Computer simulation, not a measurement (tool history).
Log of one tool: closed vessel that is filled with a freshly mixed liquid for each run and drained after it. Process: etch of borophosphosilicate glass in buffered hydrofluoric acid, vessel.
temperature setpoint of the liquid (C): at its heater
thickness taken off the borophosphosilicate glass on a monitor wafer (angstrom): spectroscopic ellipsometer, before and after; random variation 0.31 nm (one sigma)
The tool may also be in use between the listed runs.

run	hour	temperature setpoint of the liquid (C)	parts of 40 % ammonium fluoride to one part of 49 % hydrofluoric acid (parts by volume)	time in the liquid (s)	thickness taken off the borophosphosilicate glass on a monitor wafer (angstrom)
1	0.0	24.0	11.0	95	1228.0
2	3.3	23.0	11.0	95	1166.9
3	11.3	25.5	11.0	95	1340.2
4	19.1	24.5	11.0	95	1275.2
5	25.0	24.5	12.5	95	1116.3
6	33.8	24.0	12.5	95	1086.6

Forecast run 7:
7	42.4	24.0	12.5	95	?

thickness taken off the borophosphosilicate glass on a monitor wafer (angstrom): 1092.0

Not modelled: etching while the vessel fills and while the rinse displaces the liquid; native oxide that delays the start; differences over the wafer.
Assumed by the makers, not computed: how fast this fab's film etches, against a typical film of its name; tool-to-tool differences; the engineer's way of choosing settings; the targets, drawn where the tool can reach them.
